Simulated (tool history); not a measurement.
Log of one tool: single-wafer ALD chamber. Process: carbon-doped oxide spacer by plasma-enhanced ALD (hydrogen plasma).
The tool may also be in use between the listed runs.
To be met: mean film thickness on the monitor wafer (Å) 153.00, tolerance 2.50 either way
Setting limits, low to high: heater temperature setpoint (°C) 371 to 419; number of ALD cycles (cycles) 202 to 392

run,hour,heater temperature setpoint (°C),number of ALD cycles (cycles),mean film thickness on the monitor wafer (Å)
1,0.0,395,297,165.02
2,1.3,395,337,188.51
3,4.8,404,337,185.45
4,6.7,404,372,204.28
5,10.5,405,347,190.95
6,14.7,405,383,210.02
7,17.1,406,354,192.53
8,23.5,408,336,182.29
9,31.8,408,336,182.58
10,35.9,408,336,182.01
11,37.8,409,322,174.03
12,39.8,410,312,168.10

Next run, 4 choices. One meets every target within its allowed miss, the rest don't. Which?
A,41.8,413,279,?
B,41.8,415,279,?
C,41.8,409,282,?
D,41.8,411,272,?

move,mean film thickness on the monitor wafer (Å)
A,148.69
B,147.73
C,152.23
D,145.90
A: carries the result that was furthest off beyond its target, to the other side
B: carries the result that was furthest off beyond its target, to the other side
C: all results in spec
D: carries the result that was furthest off beyond its target, to the other side
Move C is the one to make.

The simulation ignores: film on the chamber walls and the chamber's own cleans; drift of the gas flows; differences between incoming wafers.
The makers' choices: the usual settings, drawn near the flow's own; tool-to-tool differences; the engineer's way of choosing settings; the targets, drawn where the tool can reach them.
